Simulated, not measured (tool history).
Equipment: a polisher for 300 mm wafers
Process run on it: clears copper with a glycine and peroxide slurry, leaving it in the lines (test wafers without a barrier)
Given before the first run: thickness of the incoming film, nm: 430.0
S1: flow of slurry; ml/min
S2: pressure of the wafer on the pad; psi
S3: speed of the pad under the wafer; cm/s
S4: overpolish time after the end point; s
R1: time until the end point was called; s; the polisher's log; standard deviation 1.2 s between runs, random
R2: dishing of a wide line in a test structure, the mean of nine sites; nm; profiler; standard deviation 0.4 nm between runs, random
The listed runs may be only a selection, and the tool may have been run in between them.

run,hour,S1,S2,S3,S4,R1,R2
1,0,180,2.2,120,13,77.233,42.985
2,5.8,180,2.4,120,13,74.94,46.422
3,12,185,2.1,122,11,80.591,37.669
4,13.6,185,2,124,10,81.183,34.387
5,18.7,185,1.9,124,9,83.941,31.09
6,25.1,230,1.9,124,9,81.706,31.993
# hour 31.1: worn pad replaced by a new one
7,31.1,230,1.8,124,9,76.658,33.314

Run 8 has not been measured yet. What should we expect?
8,38.7,215,1.7,124,9,?,?

{"run 8": {"R1": 77.48, "R2": 31.496}}
